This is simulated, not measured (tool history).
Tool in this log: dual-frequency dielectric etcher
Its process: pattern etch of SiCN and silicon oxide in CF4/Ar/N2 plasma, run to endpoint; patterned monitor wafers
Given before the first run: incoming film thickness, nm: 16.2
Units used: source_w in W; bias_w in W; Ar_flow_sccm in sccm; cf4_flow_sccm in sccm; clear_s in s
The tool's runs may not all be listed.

| run | hour | source_w | bias_w | Ar_flow_sccm | cf4_flow_sccm | clear_s |
|---|---|---|---|---|---|---|
| 1 | 0 | 460 | 54 | 76 | 77 | 17.9 |
| 2 | 3.4 | 430 | 53 | 77 | 77 | 19.033 |
| 3 | 8.4 | 380 | 53 | 77 | 77 | 21.276 |
| 4 | 11.4 | 380 | 53 | 77 | 85 | 20.923 |
| 5 | 17.4 | 380 | 53 | 77 | 97 | 20.77 |
| 6 | 19.6 | 380 | 44 | 77 | 97 | 21.824 |
| 7 | 20.7 | 380 | 44 | 77 | 97 | 21.555 |
| 8 | 22.4 | 360 | 44 | 77 | 97 | 22.753 |

Predict the results of run 9:
| 9 | 26.7 | 350 | 44 | 77 | 97 | ? |

Run 9 produced clear_s 23.214 s.

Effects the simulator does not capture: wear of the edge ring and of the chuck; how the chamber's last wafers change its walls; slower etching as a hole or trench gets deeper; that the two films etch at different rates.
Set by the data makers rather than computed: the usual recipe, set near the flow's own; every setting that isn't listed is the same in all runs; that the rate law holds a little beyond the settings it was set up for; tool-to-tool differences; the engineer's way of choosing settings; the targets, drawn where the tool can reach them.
